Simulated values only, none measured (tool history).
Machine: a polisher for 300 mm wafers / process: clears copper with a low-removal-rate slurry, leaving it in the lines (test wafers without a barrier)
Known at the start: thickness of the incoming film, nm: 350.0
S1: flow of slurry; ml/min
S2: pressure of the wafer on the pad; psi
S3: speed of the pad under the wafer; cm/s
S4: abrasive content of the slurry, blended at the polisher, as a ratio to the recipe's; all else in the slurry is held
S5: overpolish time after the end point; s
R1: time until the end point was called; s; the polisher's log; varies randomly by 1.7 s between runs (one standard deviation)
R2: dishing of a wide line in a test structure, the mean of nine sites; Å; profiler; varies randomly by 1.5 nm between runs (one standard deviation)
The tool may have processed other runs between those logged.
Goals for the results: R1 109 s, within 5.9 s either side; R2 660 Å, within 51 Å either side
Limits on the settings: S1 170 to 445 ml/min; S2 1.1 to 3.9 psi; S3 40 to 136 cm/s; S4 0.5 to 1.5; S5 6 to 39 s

run 1 day=0 | S1=285 S2=2.5 S3=88 S4=1 S5=20 | R1=130.76 R2=363.12
run 2 day=0.071 | S1=285 S2=2.5 S3=88 S4=1 S5=21 | R1=130.18 R2=384.96
run 3 day=0.329 | S1=285 S2=2.2 S3=88 S4=1 S5=21 | R1=148.16 R2=344.08
run 4 day=0.488 | S1=320 S2=2.2 S3=88 S4=1 S5=21 | R1=146.04 R2=339.59
run 5 day=0.692 | S1=320 S2=2.3 S3=88 S4=1 S5=22 | R1=140.05 R2=370.08
run 6 day=0.888 | S1=320 S2=2.3 S3=88 S4=1 S5=26 | R1=140.58 R2=435.43
run 7 day=1.25 | S1=320 S2=2.4 S3=88 S4=1 S5=26 | R1=135.61 R2=437.46
run 8 day=1.625 | S1=320 S2=2.5 S3=88 S4=1 S5=27 | R1=129.48 R2=483.67
run 9 day=1.871 | S1=320 S2=2.7 S3=88 S4=1 S5=29 | R1=119.9 R2=543.06
run 10 day=2.212 | S1=320 S2=2.8 S3=88 S4=1 S5=31 | R1=115.82 R2=568

Of the 4 settings listed for the next run, only one would bring every result within its allowed miss of target. Which one?
run A day=2.554 | S1=365 S2=2.5 S3=112 S4=1.1 S5=25 | R1=? R2=?
run B day=2.554 | S1=345 S2=2.8 S3=84 S4=0.95 S5=26 | R1=? R2=?
run C day=2.554 | S1=310 S2=2.6 S3=86 S4=1.05 S5=24 | R1=? R2=?
run D day=2.554 | S1=335 S2=3.3 S3=80 S4=1.05 S5=33 | R1=? R2=?

move=A R1=99.963 R2=548.33
move=B R1=122.53 R2=489.13
move=C R1=127.08 R2=442.98
move=D R1=107.32 R2=657.96
A: its largest miss is bigger than the last run's
B: its largest miss is bigger than the last run's
C: its largest miss is bigger than the last run's
D: every result within its allowed miss
Go with D: it meets all targets.
